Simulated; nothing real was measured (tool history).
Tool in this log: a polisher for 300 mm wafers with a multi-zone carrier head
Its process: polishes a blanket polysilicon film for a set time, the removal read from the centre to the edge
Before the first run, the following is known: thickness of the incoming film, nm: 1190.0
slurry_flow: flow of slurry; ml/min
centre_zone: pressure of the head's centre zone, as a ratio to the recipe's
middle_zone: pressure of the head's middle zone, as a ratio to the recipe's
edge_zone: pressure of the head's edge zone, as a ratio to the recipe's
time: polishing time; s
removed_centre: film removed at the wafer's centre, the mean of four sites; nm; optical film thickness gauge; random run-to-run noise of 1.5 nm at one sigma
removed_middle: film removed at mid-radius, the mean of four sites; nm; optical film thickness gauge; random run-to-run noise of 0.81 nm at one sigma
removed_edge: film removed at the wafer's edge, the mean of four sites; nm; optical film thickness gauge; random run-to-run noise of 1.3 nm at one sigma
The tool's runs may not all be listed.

run 1 hour=0 | slurry_flow=220 centre_zone=1 middle_zone=1 edge_zone=1 time=32 | removed_centre=181.7 removed_middle=190.85 removed_edge=192.19
run 2 hour=6.3 | slurry_flow=220 centre_zone=1 middle_zone=1.03 edge_zone=1 time=32 | removed_centre=184.49 removed_middle=195.7 removed_edge=191.59
run 3 hour=11.8 | slurry_flow=220 centre_zone=0.99 middle_zone=1.03 edge_zone=0.97 time=29 | removed_centre=162.2 removed_middle=178.44 removed_edge=174.71
run 4 hour=15.1 | slurry_flow=220 centre_zone=1.01 middle_zone=1.04 edge_zone=0.95 time=26 | removed_centre=147.24 removed_middle=161.51 removed_edge=149.29
-- hour=20.6 centre zone pressure recalibrated
run 5 hour=20.6 | slurry_flow=180 centre_zone=1.01 middle_zone=1.04 edge_zone=0.95 time=26 | removed_centre=157.48 removed_middle=156.36 removed_edge=150.19
run 6 hour=24.1 | slurry_flow=190 centre_zone=1.01 middle_zone=1.03 edge_zone=0.93 time=25 | removed_centre=151.39 removed_middle=149.1 removed_edge=140.9

Predict the results of run 7:
run 7 hour=28.3 | slurry_flow=200 centre_zone=0.99 middle_zone=1.02 edge_zone=0.91 time=24 | removed_centre=? removed_middle=? removed_edge=?

Run 7 came out at removed_centre 141.75 nm, removed_middle 144.09 nm, removed_edge 132.96 nm.
